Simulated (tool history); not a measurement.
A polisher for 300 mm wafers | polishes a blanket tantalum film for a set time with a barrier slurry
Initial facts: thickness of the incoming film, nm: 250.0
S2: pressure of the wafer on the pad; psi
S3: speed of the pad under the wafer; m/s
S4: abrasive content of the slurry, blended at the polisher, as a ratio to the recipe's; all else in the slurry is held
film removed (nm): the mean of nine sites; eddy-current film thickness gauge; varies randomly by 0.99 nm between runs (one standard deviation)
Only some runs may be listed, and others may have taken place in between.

run 1 hour=0 | flow_of_slurry_(ml/min)=135 S2=2.3 S3=1 S4=1 polishing_time_(s)=60 | film_removed_(nm)=94.092
run 2 hour=4.4 | flow_of_slurry_(ml/min)=135 S2=2.3 S3=1 S4=0.9 polishing_time_(s)=60 | film_removed_(nm)=93.363
run 3 hour=11.8 | flow_of_slurry_(ml/min)=160 S2=2.3 S3=1 S4=0.9 polishing_time_(s)=60 | film_removed_(nm)=94.422
run 4 hour=14.3 | flow_of_slurry_(ml/min)=160 S2=2.6 S3=1 S4=0.9 polishing_time_(s)=60 | film_removed_(nm)=106.37
run 5 hour=20.7 | flow_of_slurry_(ml/min)=160 S2=2.9 S3=1 S4=0.9 polishing_time_(s)=60 | film_removed_(nm)=119.03
run 6 hour=28.6 | flow_of_slurry_(ml/min)=130 S2=2.9 S3=1 S4=0.9 polishing_time_(s)=60 | film_removed_(nm)=114.4
run 7 hour=33.4 | flow_of_slurry_(ml/min)=140 S2=3.1 S3=1 S4=0.9 polishing_time_(s)=60 | film_removed_(nm)=123.34

Expected results for the next run?
run 8 hour=38.4 | flow_of_slurry_(ml/min)=145 S2=3.6 S3=1 S4=0.9 polishing_time_(s)=60 | film_removed_(nm)=?

{"run 8": {"film removed (nm)": 143.62}}
